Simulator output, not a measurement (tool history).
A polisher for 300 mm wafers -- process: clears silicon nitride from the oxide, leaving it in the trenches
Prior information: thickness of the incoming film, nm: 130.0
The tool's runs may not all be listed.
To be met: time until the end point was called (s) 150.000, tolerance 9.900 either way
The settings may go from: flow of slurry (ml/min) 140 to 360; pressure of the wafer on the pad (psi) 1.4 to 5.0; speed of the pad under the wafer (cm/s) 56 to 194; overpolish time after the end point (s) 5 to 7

run	day	flow of slurry (ml/min)	pressure of the wafer on the pad (psi)	speed of the pad under the wafer (cm/s)	overpolish time after the end point (s)	time until the end point was called (s)
1	0.000	230	3.2	124	7	96.511
2	0.321	230	2.9	122	7	108.990
3	0.396	230	2.7	120	7	124.640
4	0.654	205	2.7	120	7	123.550
5	0.950	205	2.6	120	7	128.240
6	1.104	205	3.1	120	7	108.620
7	1.158	205	2.9	118	7	118.370
8	1.212	205	2.1	114	7	167.330

Exactly one of the 5 candidate moves below puts every result within its allowed miss. Which one?
A	1.267	170	2.4	132	5	?
B	1.267	230	1.8	114	7	?
C	1.267	215	2.2	122	7	?
D	1.267	140	2.4	144	7	?
E	1.267	200	2.3	132	7	?

move	time until the end point was called (s)
A	128.900
B	187.420
C	146.800
D	121.750
E	132.150
A: takes the result that was furthest off past its target
B: the biggest miss grows against the last run
C: all results in spec
D: takes the result that was furthest off past its target
E: takes the result that was furthest off past its target
The right move is C.
